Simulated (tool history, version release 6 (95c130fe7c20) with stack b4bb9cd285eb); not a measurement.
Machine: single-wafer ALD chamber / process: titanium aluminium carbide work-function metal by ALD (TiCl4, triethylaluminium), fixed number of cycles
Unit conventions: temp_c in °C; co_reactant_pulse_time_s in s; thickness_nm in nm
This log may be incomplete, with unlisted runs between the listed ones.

run 1 day=0.000 | temp_c=295 co_reactant_pulse_time_s=14.98 | thickness_nm=2.1998
run 2 day=0.371 | temp_c=295 co_reactant_pulse_time_s=17.04 | thickness_nm=2.2138
run 3 day=0.400 | temp_c=295 co_reactant_pulse_time_s=18.82 | thickness_nm=2.2103
run 4 day=0.604 | temp_c=299 co_reactant_pulse_time_s=18.97 | thickness_nm=2.2561
run 5 day=0.862 | temp_c=302 co_reactant_pulse_time_s=19.14 | thickness_nm=2.2815
run 6 day=1.079 | temp_c=306 co_reactant_pulse_time_s=19.14 | thickness_nm=2.3233
run 7 day=1.300 | temp_c=308 co_reactant_pulse_time_s=19.25 | thickness_nm=2.3647

Run 8 has not been measured yet. What should we expect?
run 8 day=1.450 | temp_c=309 co_reactant_pulse_time_s=19.27 | thickness_nm=?

Logged for run 8: thickness_nm 2.3705 nm.

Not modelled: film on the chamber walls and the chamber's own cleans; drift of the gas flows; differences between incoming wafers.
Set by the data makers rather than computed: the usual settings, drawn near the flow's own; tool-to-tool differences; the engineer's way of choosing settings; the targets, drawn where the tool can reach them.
